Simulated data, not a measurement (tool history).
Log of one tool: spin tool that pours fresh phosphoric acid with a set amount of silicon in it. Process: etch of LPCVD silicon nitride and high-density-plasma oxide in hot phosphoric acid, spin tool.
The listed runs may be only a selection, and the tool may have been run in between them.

run  hour  temperature setpoint of the liquid (°C)  silicon dissolved in the acid as it is poured (mg a litre)  time under the liquid (s)  thickness taken off the LPCVD silicon nitride on a monitor wafer (angstrom)  thickness taken off the high-density-plasma oxide on a monitor wafer (angstrom)
  1   0.0                                    161.0                                                        16.5                        180                                                                       170.32                                                                           11.404
  2   3.4                                    162.5                                                        15.5                        195                                                                       192.96                                                                           13.843
  3   5.1                                    161.5                                                        15.5                        195                                                                       186.69                                                                           13.082
  4   6.2                                    161.5                                                        15.5                        240                                                                       229.16                                                                           16.067
      8.9  -- thermometer replaced
  5   8.9                                    163.0                                                        15.5                        240                                                                       223.78                                                                           14.867
  6  17.7                                    163.0                                                         8.0                        240                                                                       225.65                                                                           17.485

Run 7 is up next; what results do you expect?
  7  19.2                                    163.0                                                         5.5                        250                                                                            ?                                                                                ?

Run 7 gave thickness taken off the LPCVD silicon nitride on a monitor wafer (angstrom) 234.29, thickness taken off the high-density-plasma oxide on a monitor wafer (angstrom) 19.148.
